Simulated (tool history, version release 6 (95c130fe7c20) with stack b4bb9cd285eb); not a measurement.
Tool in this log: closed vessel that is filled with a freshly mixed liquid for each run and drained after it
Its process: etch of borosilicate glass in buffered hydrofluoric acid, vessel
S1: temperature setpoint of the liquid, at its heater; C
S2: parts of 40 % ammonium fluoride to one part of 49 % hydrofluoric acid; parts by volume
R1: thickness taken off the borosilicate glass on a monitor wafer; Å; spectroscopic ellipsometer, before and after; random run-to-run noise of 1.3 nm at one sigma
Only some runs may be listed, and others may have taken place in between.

{"run": 1, "hour": 0.0, "S1": 22.0, "S2": 13.0, "time in the liquid (s)": 95, "R1": 916.12}
{"run": 2, "hour": 5.3, "S1": 25.0, "S2": 13.0, "time in the liquid (s)": 95, "R1": 1080.7}
{"run": 3, "hour": 10.9, "S1": 25.0, "S2": 13.0, "time in the liquid (s)": 95, "R1": 1089.6}
{"run": 4, "hour": 17.9, "S1": 22.5, "S2": 13.0, "time in the liquid (s)": 95, "R1": 940.35}
{"run": 5, "hour": 24.2, "S1": 23.5, "S2": 13.0, "time in the liquid (s)": 95, "R1": 974.09}
{"run": 6, "hour": 31.6, "S1": 23.5, "S2": 16.0, "time in the liquid (s)": 95, "R1": 801.89}
{"run": 7, "hour": 34.7, "S1": 24.5, "S2": 15.5, "time in the liquid (s)": 95, "R1": 880.75}
{"run": 8, "hour": 36.0, "S1": 25.5, "S2": 15.0, "time in the liquid (s)": 95, "R1": 942.84}
{"run": 9, "hour": 38.9, "S1": 25.5, "S2": 15.0, "time in the liquid (s)": 95, "R1": 934.48}
{"run": 10, "hour": 47.5, "S1": 26.5, "S2": 14.5, "time in the liquid (s)": 95, "R1": 1039.7}
{"run": 11, "hour": 56.6, "S1": 27.0, "S2": 14.0, "time in the liquid (s)": 95, "R1": 1094.2}

What does the tool deliver on the next run?
{"run": 12, "hour": 58.1, "S1": 27.0, "S2": 14.0, "time in the liquid (s)": 95, "R1": "?"}

Run 12 produced R1 1102.30 Å.

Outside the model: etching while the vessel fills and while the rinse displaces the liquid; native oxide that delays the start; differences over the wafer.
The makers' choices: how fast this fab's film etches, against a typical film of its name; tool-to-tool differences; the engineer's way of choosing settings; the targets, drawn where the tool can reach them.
